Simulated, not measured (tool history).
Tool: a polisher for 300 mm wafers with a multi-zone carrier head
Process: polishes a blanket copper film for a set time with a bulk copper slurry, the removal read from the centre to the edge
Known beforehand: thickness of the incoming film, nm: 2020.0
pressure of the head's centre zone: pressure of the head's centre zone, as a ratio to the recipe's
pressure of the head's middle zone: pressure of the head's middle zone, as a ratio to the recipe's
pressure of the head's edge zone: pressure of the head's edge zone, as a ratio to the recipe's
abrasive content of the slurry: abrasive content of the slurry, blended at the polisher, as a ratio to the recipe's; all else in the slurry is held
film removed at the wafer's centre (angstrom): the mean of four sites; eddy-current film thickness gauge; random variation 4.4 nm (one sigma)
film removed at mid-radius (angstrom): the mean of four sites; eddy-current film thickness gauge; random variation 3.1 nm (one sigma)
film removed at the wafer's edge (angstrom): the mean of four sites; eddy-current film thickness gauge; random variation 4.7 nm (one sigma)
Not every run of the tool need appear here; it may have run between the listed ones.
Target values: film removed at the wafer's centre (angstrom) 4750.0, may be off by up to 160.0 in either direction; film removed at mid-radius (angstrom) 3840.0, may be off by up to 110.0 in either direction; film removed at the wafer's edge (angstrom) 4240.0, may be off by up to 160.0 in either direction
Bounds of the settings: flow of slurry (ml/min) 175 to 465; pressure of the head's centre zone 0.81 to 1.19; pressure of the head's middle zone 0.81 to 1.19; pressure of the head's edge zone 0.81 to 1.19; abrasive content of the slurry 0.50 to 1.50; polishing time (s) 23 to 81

run  hour  flow of slurry (ml/min)  pressure of the head's centre zone  pressure of the head's middle zone  pressure of the head's edge zone  abrasive content of the slurry  polishing time (s)  film removed at the wafer's centre (angstrom)  film removed at mid-radius (angstrom)  film removed at the wafer's edge (angstrom)
  1   0.0                      295                                1.00                                1.00                              1.00                            1.00                  52                                         3377.6                                 3476.3                                       3351.3
  2   1.3                      300                                1.03                                0.99                              1.03                            1.10                  52                                         3553.4                                 3499.8                                       3498.7
  3   9.3                      310                                1.06                                0.99                              1.05                            1.20                  52                                         3820.1                                 3570.6                                       3562.8
  4  10.3                      310                                1.06                                0.99                              1.05                            1.05                  52                                         3712.0                                 3466.7                                       3480.6
  5  16.0                      310                                1.11                                0.99                              1.05                            1.05                  52                                         3860.0                                 3467.0                                       3482.6
  6  18.0                      310                                1.11                                0.99                              1.12                            1.05                  52                                         3802.7                                 3426.6                                       3563.1
  7  22.4                      315                                1.12                                0.98                              1.13                            1.15                  53                                         4001.3                                 3591.7                                       3821.3
  8  29.6                      325                                1.13                                0.97                              1.13                            1.20                  53                                         4101.0                                 3596.5                                       3754.5
  9  37.2                      320                                1.14                                0.96                              1.14                            1.25                  54                                         4322.7                                 3630.1                                       3907.3
 10  37.8                      320                                1.14                                0.96                              1.15                            1.30                  54                                         4256.3                                 3641.9                                       4000.4
 11  45.4                      330                                1.15                                0.96                              1.15                            1.35                  54                                         4405.3                                 3706.1                                       3914.2
 12  49.5                      325                                1.15                                0.96                              1.15                            1.35                  55                                         4407.5                                 3796.6                                       3987.7

Consider the 4 candidate settings below. Which is the only one whose results all fall within their allowed miss of target?
  A  53.6                      425                                1.15                                1.10                              1.17                            1.50                  49                                              ?                                      ?                                            ?
  B  53.6                      265                                1.08                                0.97                              1.17                            1.30                  57                                              ?                                      ?                                            ?
  C  53.6                      375                                1.01                                0.95                              1.19                            1.50                  56                                              ?                                      ?                                            ?
  D  53.6                      395                                1.17                                0.93                              1.14                            0.95                  61                                              ?                                      ?                                            ?

move  film removed at the wafer's centre (angstrom)  film removed at mid-radius (angstrom)  film removed at the wafer's edge (angstrom)
   A                                         4100.2                                 3900.6                                       3820.0
   B                                         4176.7                                 3815.9                                       4199.4
   C                                         4087.4                                 3906.3                                       4384.2
   D                                         4701.4                                 3822.2                                       4271.2
A: lands further from the targets than the last run did
B: lands further from the targets than the last run did
C: lands further from the targets than the last run did
D: in spec on every target
So the answer is move D, the one that meets all the targets.
